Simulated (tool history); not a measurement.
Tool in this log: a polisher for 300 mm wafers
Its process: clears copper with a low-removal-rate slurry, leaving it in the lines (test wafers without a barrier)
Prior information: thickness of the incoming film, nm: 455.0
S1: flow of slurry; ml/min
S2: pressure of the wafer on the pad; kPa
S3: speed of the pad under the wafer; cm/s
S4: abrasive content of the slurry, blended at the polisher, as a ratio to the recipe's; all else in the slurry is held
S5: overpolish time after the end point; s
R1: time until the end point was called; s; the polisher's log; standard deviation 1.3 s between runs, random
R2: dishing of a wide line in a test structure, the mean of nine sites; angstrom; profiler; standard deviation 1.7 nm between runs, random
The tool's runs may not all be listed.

Run 1, day 0.000: S1 260 ml/min, S2 15.9 kPa, S3 136 cm/s, S4 1.0, S5 24 s. Result: R1 133.200 s, R2 475.92 angstrom.
Run 2, day 0.250: S1 260 ml/min, S2 15.9 kPa, S3 136 cm/s, S4 1.0, S5 28 s. Result: R1 124.920 s, R2 533.63 angstrom.
Run 3, day 0.438: S1 260 ml/min, S2 13.8 kPa, S3 136 cm/s, S4 1.0, S5 28 s. Result: R1 143.450 s, R2 485.29 angstrom.
Run 4, day 0.554: S1 260 ml/min, S2 11.7 kPa, S3 136 cm/s, S4 1.0, S5 28 s. Result: R1 158.070 s, R2 461.78 angstrom.
Run 5, day 0.650: S1 260 ml/min, S2 11.7 kPa, S3 136 cm/s, S4 1.0, S5 32 s. Result: R1 152.120 s, R2 504.57 angstrom.
Run 6, day 0.779: S1 260 ml/min, S2 11.7 kPa, S3 124 cm/s, S4 1.0, S5 32 s. Result: R1 167.340 s, R2 462.46 angstrom.
Run 7, day 1.108: S1 260 ml/min, S2 15.9 kPa, S3 130 cm/s, S4 1.0, S5 31 s. Result: R1 134.700 s, R2 551.22 angstrom.
Run 8, day 1.279: S1 260 ml/min, S2 18.6 kPa, S3 138 cm/s, S4 1.0, S5 30 s. Result: R1 113.500 s, R2 615.64 angstrom.
Run 9, day 1.492: S1 260 ml/min, S2 20.7 kPa, S3 144 cm/s, S4 1.0, S5 30 s. Result: R1 98.536 s, R2 677.93 angstrom.
Run 10, day 1.846: S1 260 ml/min, S2 22.1 kPa, S3 148 cm/s, S4 1.0, S5 30 s. Result: R1 94.527 s, R2 740.45 angstrom.

For run 11, what comes out?
Run 11, day 1.875: S1 260 ml/min, S2 22.8 kPa, S3 154 cm/s, S4 1.0, S5 29 s. Result: R1 ?, R2 ?.

{"run 11": {"R1": 86.795, "R2": 717.45}}
